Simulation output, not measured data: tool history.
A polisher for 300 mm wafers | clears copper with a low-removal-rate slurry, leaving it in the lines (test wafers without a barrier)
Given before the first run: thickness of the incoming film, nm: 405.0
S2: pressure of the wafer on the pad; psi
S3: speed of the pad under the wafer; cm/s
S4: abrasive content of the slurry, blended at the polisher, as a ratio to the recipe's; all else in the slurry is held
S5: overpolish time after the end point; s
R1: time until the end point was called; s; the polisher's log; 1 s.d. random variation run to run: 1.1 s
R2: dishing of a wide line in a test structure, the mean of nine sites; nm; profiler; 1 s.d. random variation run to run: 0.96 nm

Run 1, hour 0: flow of slurry (ml/min) 150, S2 4.1 psi, S3 110 cm/s, S4 1, S5 25 s. Result: R1 99.641 s, R2 58.454 nm.
Run 2, hour 4.9: flow of slurry (ml/min) 150, S2 4.1 psi, S3 120 cm/s, S4 1, S5 25 s. Result: R1 91.162 s, R2 62.957 nm.
Run 3, hour 7.3: flow of slurry (ml/min) 150, S2 4.2 psi, S3 120 cm/s, S4 1, S5 25 s. Result: R1 90.732 s, R2 64.512 nm.
Run 4, hour 15.8: flow of slurry (ml/min) 185, S2 4.2 psi, S3 120 cm/s, S4 1, S5 25 s. Result: R1 88.437 s, R2 65.111 nm.
Run 5, hour 23: flow of slurry (ml/min) 185, S2 4.2 psi, S3 120 cm/s, S4 1.15, S5 25 s. Result: R1 83.146 s, R2 66.403 nm.
Run 6, hour 30.2: flow of slurry (ml/min) 185, S2 4.3 psi, S3 120 cm/s, S4 1.15, S5 25 s. Result: R1 81.611 s, R2 68.503 nm.

Run 7 comes next. What will it give?
Run 7, hour 37.4: flow of slurry (ml/min) 185, S2 4.4 psi, S3 120 cm/s, S4 1.15, S5 25 s. Result: R1 ?, R2 ?.

R1: 83.026 s
R2: 68.641 nm

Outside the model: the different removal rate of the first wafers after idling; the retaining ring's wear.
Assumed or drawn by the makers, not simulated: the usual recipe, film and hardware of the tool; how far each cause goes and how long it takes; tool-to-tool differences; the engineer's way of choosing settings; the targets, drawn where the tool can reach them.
